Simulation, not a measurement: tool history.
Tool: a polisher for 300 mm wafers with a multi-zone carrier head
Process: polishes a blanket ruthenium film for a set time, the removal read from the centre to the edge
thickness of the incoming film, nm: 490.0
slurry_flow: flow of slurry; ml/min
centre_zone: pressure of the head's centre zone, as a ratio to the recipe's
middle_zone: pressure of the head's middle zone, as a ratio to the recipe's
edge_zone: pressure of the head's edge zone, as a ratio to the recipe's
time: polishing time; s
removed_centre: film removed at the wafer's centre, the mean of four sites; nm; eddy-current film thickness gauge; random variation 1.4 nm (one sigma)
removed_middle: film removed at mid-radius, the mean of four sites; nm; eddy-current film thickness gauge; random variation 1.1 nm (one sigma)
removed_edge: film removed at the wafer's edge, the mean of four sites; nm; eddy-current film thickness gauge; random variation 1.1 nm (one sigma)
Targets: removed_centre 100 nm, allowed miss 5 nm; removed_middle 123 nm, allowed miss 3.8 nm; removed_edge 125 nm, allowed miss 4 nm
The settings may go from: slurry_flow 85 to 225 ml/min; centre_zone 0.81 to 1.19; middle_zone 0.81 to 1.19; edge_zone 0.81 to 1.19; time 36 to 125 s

run  hour  slurry_flow  centre_zone  middle_zone  edge_zone  time  removed_centre  removed_middle  removed_edge
  1     0          145            1            1          1    80          91.685          94.413        94.182
  2   7.5          150         0.98         1.01       1.03    83          94.611           99.08         99.76
  3  13.6          150         0.98         0.98       1.03    83          96.825          97.327        98.849
  4  14.9          150         0.98         0.98       1.11    83          96.455          97.794        103.15
  5  22.1          135         0.98         0.98       1.11    83          93.019          94.074        100.24
  6  30.5          120         0.98         0.98       1.11    83          91.899          90.785         100.8
  7  32.3          125         0.96            1       1.12    86          94.284          98.674        103.76
  8  33.8          160         0.86         0.97       1.19   101          103.89           119.6        131.31
  9  40.5          160         0.86         0.98       1.18   101          102.52          120.14        129.79
 10  45.9          160         0.86         0.99       1.17   101          103.08          121.64           130

5 next moves are on the table. One of them brings every result within its allowed miss. Which?
  A  51.3          195         0.92         1.07       1.16    97               ?               ?             ?
  B  51.3          120         0.96         1.08       1.02   107               ?               ?             ?
  C  51.3          145         0.86         1.01       1.19   109               ?               ?             ?
  D  51.3          165         0.93         1.03        1.1    99               ?               ?             ?
  E  51.3          150         0.86         1.07       1.16    99               ?               ?             ?

move  removed_centre  removed_middle  removed_edge
   A          111.96          124.92        127.05
   B          115.11          125.36        122.65
   C          110.52          128.56        139.03
   D          111.87          121.18         123.8
   E          101.23          121.66        125.27
A: brings the result that was furthest off to its target, and leaves another outside
B: brings the result that was furthest off to its target, and leaves another outside
C: further off than the last run
D: brings the result that was furthest off to its target, and leaves another outside
E: meets every target
Move E is the one to make.

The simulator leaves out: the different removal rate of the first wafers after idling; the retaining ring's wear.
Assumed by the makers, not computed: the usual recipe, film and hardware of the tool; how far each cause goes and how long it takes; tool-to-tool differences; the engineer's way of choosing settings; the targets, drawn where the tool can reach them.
